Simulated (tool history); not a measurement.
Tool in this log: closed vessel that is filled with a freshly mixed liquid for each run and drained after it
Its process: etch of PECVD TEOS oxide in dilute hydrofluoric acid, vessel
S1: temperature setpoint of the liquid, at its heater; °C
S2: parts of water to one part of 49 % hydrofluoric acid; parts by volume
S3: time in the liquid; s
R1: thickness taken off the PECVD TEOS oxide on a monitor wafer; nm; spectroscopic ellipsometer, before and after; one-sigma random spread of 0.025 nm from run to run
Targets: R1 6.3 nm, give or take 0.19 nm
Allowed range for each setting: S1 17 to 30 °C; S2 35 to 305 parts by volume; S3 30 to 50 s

{"run": 1, "hour": 0.0, "S1": 22, "S2": 170, "S3": 50, "R1": 4.0302}
{"run": 2, "hour": 3.3, "S1": 22, "S2": 170, "S3": 50, "R1": 4.0296}
{"run": 3, "hour": 7.8, "S1": 22, "S2": 170, "S3": 30, "R1": 2.4295}
{"run": 4, "hour": 13.8, "S1": 23.5, "S2": 150, "S3": 30, "R1": 2.9745}
{"run": 5, "hour": 18.1, "S1": 21.5, "S2": 150, "S3": 30, "R1": 2.7624}
{"run": 6, "hour": 21.1, "S1": 21.5, "S2": 150, "S3": 30, "R1": 2.7431}
{"run": 7, "hour": 23.5, "S1": 23.5, "S2": 125, "S3": 35, "R1": 4.2938}
{"run": 8, "hour": 32.8, "S1": 25, "S2": 125, "S3": 35, "R1": 4.5504}
{"run": 9, "hour": 40.4, "S1": 26, "S2": 125, "S3": 35, "R1": 4.697}
{"run": 10, "hour": 44.9, "S1": 30, "S2": 95, "S3": 35, "R1": 7.4762}
{"run": 11, "hour": 52.9, "S1": 29.5, "S2": 95, "S3": 35, "R1": 7.3505}
{"run": 12, "hour": 58.5, "S1": 29, "S2": 95, "S3": 35, "R1": 7.2056}
{"run": 13, "hour": 64.3, "S1": 28.5, "S2": 95, "S3": 35, "R1": 7.1441}
{"run": 14, "hour": 72.4, "S1": 28, "S2": 95, "S3": 35, "R1": 6.9834}
{"run": 15, "hour": 78.0, "S1": 27.5, "S2": 95, "S3": 35, "R1": 6.8087}
{"hour": 85.9, "done": "thermometer replaced"}
{"run": 16, "hour": 85.9, "S1": 25.5, "S2": 95, "S3": 35, "R1": 5.7773}
{"run": 17, "hour": 94.7, "S1": 26, "S2": 95, "S3": 35, "R1": 5.9168}
{"run": 18, "hour": 100.0, "S1": 26, "S2": 95, "S3": 35, "R1": 5.944}
{"run": 19, "hour": 101.4, "S1": 26.5, "S2": 95, "S3": 35, "R1": 6.0211}

Below are 4 possible settings for the next run. Only one of them brings all results inside the allowed miss of their targets. Which is it?
{"run": "A", "hour": 102.8, "S1": 25.5, "S2": 70, "S3": 30, "R1": "?"}
{"run": "B", "hour": 102.8, "S1": 23.5, "S2": 105, "S3": 50, "R1": "?"}
{"run": "C", "hour": 102.8, "S1": 24.5, "S2": 110, "S3": 50, "R1": "?"}
{"run": "D", "hour": 102.8, "S1": 30, "S2": 140, "S3": 50, "R1": "?"}

move=A R1=6.9742
move=B R1=6.8453
move=C R1=6.7556
move=D R1=6.2857
A: the result that was furthest off in the last run now lies on the other side of its target
B: the result that was furthest off in the last run now lies on the other side of its target
C: the result that was furthest off in the last run now lies on the other side of its target
D: every result lands within tolerance
Answer: D
